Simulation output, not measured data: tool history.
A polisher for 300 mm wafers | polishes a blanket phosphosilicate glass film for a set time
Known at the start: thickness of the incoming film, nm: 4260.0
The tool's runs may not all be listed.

run  hour  flow of slurry (ml/min)  pressure of the wafer on the pad (psi)  speed of the pad under the wafer (m/s)  abrasive content of the slurry  polishing time (s)  film removed (Å)
  1     0                      155                                     3.4                                    1.08                               1                  53            5149.6
  2   2.9                      175                                     3.4                                    1.08                               1                  53            5243.4
  3   9.6                      175                                     3.2                                    1.08                               1                  53            5022.4
  4  17.6                      170                                       3                                    1.08                               1                  53              4643
  5    22                      170                                       3                                    1.08                             0.8                  53            4185.9
  6  29.6                      170                                     3.7                                    1.08                             0.8                  53            5127.4
  7  30.6                      170                                     3.5                                    1.08                             0.8                  53            4810.8
  8  34.7                      170                                     3.4                                    1.08                             0.8                  53            4727.8
  9  40.2                      170                                     3.3                                    1.08                             0.8                  53              4538
 10  49.1                      170                                     3.2                                    1.08                             0.8                  53            4369.5
 11    53                      165                                     3.1                                    1.08                             0.8                  53            4213.6
 12  61.7                      160                                     3.1                                    1.08                             0.8                  53            4245.1

The next listed run, before its measurement:
 13    66                      160                                       3                                    1.08                             0.8                  53                 ?

film removed (Å): 4145

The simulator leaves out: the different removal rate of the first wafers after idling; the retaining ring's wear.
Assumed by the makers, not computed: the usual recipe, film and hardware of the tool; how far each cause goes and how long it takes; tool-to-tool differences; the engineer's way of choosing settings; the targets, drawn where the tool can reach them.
